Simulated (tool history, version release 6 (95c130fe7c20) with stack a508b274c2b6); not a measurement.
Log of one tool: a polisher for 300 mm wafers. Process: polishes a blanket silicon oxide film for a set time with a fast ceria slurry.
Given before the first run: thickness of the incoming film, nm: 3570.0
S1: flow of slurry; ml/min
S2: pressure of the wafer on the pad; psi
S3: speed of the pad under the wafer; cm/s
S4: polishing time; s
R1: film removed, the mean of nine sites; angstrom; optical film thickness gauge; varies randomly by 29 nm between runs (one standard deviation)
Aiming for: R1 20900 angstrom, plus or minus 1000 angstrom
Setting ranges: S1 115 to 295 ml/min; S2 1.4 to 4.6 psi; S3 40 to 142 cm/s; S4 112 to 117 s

run	hour	S1	S2	S3	S4	R1
1	0.0	190	3.0	90	112	14787
2	7.1	190	2.4	90	112	12424
3	15.8	190	2.4	90	117	12968
4	17.3	190	2.7	90	117	14234
5	19.7	190	2.9	90	117	14889
6	26.8	190	2.9	90	112	14357
7	35.1	190	2.9	90	112	14340
8	39.8	190	3.1	90	112	14960
9	41.3	190	3.3	90	112	15617
10	43.6	190	3.5	90	112	16545
11	44.7	190	3.7	90	112	17464
12	52.6	190	3.8	90	112	17514
13	61.2	190	3.9	90	112	18304
14	64.1	190	4.0	90	112	18067

4 candidate next runs follow, results not yet known. Just one meets every target within its allowed miss. Identify it.
A	67.0	180	3.3	108	112	?
B	67.0	160	3.6	80	112	?
C	67.0	180	3.9	90	112	?
D	67.0	205	3.1	120	114	?

move	R1
A	18906
B	14824
C	18087
D	20723
A: moves toward the targets from the last run without getting all of them in spec
B: its largest miss is bigger than the last run's
C: about as far from the targets as the last run
D: meets every target
Move D is the one to make.
